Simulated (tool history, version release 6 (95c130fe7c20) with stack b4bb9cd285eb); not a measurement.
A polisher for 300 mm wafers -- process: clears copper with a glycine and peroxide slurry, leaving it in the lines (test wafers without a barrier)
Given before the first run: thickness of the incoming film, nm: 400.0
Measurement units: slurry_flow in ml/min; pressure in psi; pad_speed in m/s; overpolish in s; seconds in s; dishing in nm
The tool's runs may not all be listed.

run  hour  slurry_flow  pressure  pad_speed  overpolish  seconds  dishing
  1   0.0          200       2.4       0.80          26  102.730   61.331
  2   6.9          230       2.4       0.80          26   97.679   60.145
  3  11.8          205       2.4       0.80          26  100.560   59.786
  4  17.6          205       2.4       0.80          31  101.780   66.327
  5  26.0          250       2.4       0.80          31   98.917   66.928
  6  31.2          250       2.4       0.98          31   85.903   70.513
  7  36.6          250       2.3       0.98          30   85.960   69.661

Run 8 has not been measured yet. What should we expect?
  8  43.1          250       2.2       0.98          29        ?        ?

{"run 8": {"seconds": 91.301, "dishing": 65.366}}
